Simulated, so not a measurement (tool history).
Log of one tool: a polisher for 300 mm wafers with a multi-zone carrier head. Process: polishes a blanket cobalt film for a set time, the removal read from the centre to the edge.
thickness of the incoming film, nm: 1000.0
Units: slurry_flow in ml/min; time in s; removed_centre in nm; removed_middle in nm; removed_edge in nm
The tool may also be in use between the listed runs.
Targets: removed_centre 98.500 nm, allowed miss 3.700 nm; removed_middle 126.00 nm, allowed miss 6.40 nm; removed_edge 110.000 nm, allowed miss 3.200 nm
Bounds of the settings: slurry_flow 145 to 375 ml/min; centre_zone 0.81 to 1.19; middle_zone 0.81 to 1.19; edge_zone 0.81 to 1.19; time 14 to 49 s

Run 1, day 0.000: slurry_flow 240 ml/min, centre_zone 1.00, middle_zone 1.00, edge_zone 1.00, time 31 s. Result: removed_centre 98.178 nm, removed_middle 101.00 nm, removed_edge 92.999 nm.
Run 2, day 0.208: slurry_flow 240 ml/min, centre_zone 1.00, middle_zone 1.00, edge_zone 1.00, time 37 s. Result: removed_centre 116.770 nm, removed_middle 120.73 nm, removed_edge 111.870 nm.
Run 3, day 0.500: slurry_flow 235 ml/min, centre_zone 0.98, middle_zone 1.01, edge_zone 1.00, time 37 s. Result: removed_centre 117.650 nm, removed_middle 120.19 nm, removed_edge 111.940 nm.
Run 4, day 0.638: slurry_flow 235 ml/min, centre_zone 1.05, middle_zone 1.01, edge_zone 1.00, time 37 s. Result: removed_centre 119.030 nm, removed_middle 122.78 nm, removed_edge 111.060 nm.
Run 5, day 0.988: slurry_flow 235 ml/min, centre_zone 1.05, middle_zone 1.01, edge_zone 0.94, time 37 s. Result: removed_centre 119.210 nm, removed_middle 117.96 nm, removed_edge 111.410 nm.
Run 6, day 1.167: slurry_flow 235 ml/min, centre_zone 1.08, middle_zone 1.01, edge_zone 0.94, time 37 s. Result: removed_centre 125.440 nm, removed_middle 117.94 nm, removed_edge 110.960 nm.
Run 7, day 1.542: slurry_flow 230 ml/min, centre_zone 1.04, middle_zone 1.02, edge_zone 0.95, time 37 s. Result: removed_centre 118.550 nm, removed_middle 120.46 nm, removed_edge 109.630 nm.
Run 8, day 1.771: slurry_flow 220 ml/min, centre_zone 1.01, middle_zone 1.02, edge_zone 0.97, time 37 s. Result: removed_centre 116.180 nm, removed_middle 116.98 nm, removed_edge 109.790 nm.
Run 9, day 2.054: slurry_flow 215 ml/min, centre_zone 0.98, middle_zone 1.03, edge_zone 1.00, time 37 s. Result: removed_centre 113.490 nm, removed_middle 119.78 nm, removed_edge 111.340 nm.

4 next moves are on the table. One of them brings every result within its allowed miss. Which?
Run A, day 2.338: slurry_flow 145 ml/min, centre_zone 0.91, middle_zone 1.01, edge_zone 1.12, time 37 s. Result: removed_centre ?, removed_middle ?, removed_edge ?.
Run B, day 2.338: slurry_flow 145 ml/min, centre_zone 0.82, middle_zone 1.09, edge_zone 0.92, time 40 s. Result: removed_centre ?, removed_middle ?, removed_edge ?.
Run C, day 2.338: slurry_flow 155 ml/min, centre_zone 0.86, middle_zone 0.91, edge_zone 1.00, time 41 s. Result: removed_centre ?, removed_middle ?, removed_edge ?.
Run D, day 2.338: slurry_flow 145 ml/min, centre_zone 0.88, middle_zone 0.93, edge_zone 1.02, time 41 s. Result: removed_centre ?, removed_middle ?, removed_edge ?.

move  removed_centre  removed_middle  removed_edge
   A          98.199          107.08       108.440
   B          98.378          123.59       109.520
   C         106.160          110.50       116.960
   D         106.080          110.74       116.400
A: brings the result that was furthest off to its target, and leaves another outside
B: meets every target
C: nearer than the last run, and not there yet
D: nearer than the last run, and not there yet
The right move is B.

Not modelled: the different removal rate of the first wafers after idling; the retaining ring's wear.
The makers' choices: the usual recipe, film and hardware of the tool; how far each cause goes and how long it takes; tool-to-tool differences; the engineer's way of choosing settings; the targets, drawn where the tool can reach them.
